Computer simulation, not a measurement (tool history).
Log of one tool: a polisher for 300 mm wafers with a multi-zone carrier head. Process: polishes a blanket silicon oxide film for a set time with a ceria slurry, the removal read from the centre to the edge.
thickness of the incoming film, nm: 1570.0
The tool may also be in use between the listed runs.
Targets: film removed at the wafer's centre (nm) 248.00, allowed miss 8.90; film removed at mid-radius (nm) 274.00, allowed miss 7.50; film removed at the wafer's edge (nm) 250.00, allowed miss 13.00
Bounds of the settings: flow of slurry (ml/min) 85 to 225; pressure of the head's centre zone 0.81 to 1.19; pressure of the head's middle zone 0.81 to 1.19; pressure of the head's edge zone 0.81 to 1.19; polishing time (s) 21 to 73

| run | hour | flow of slurry (ml/min) | pressure of the head's centre zone | pressure of the head's middle zone | pressure of the head's edge zone | polishing time (s) | film removed at the wafer's centre (nm) | film removed at mid-radius (nm) | film removed at the wafer's edge (nm) |
|---|---|---|---|---|---|---|---|---|---|
| 1 | 0.0 | 145 | 1.00 | 1.00 | 1.00 | 47 | 384.21 | 393.38 | 399.26 |
| 2 | 8.2 | 140 | 0.98 | 1.01 | 0.95 | 41 | 323.12 | 340.10 | 327.92 |
| 3 | 14.0 | 170 | 0.98 | 1.01 | 0.95 | 41 | 338.53 | 355.54 | 336.97 |
| 4 | 19.5 | 170 | 0.98 | 0.98 | 0.95 | 41 | 338.38 | 348.49 | 340.40 |
| 5 | 21.8 | 170 | 0.91 | 0.98 | 0.95 | 41 | 309.68 | 351.93 | 340.48 |
| 6 | 25.6 | 160 | 0.91 | 0.97 | 0.91 | 39 | 296.77 | 327.73 | 319.49 |
| 7 | 29.7 | 155 | 0.91 | 0.98 | 0.88 | 37 | 275.07 | 309.42 | 293.94 |
| 8 | 36.4 | 115 | 0.97 | 1.00 | 0.81 | 35 | 260.76 | 277.78 | 256.50 |

5 next moves are on the table. One of them brings every result within its allowed miss. Which?
| A | 43.1 | 195 | 1.08 | 1.10 | 0.81 | 30 | ? | ? | ? |
| B | 43.1 | 105 | 0.95 | 1.03 | 0.82 | 35 | ? | ? | ? |
| C | 43.1 | 95 | 1.05 | 1.03 | 0.81 | 36 | ? | ? | ? |
| D | 43.1 | 115 | 0.92 | 0.88 | 0.91 | 37 | ? | ? | ? |
| E | 43.1 | 155 | 1.04 | 1.09 | 0.81 | 32 | ? | ? | ? |

| move | film removed at the wafer's centre (nm) | film removed at mid-radius (nm) | film removed at the wafer's edge (nm) |
|---|---|---|---|
| A | 275.07 | 280.23 | 234.40 |
| B | 245.40 | 278.60 | 252.33 |
| C | 270.60 | 278.78 | 253.48 |
| D | 257.57 | 275.76 | 284.29 |
| E | 270.82 | 286.46 | 243.34 |
A: further off than the last run
B: meets every target
C: further off than the last run
D: further off than the last run
E: further off than the last run
Answer: B
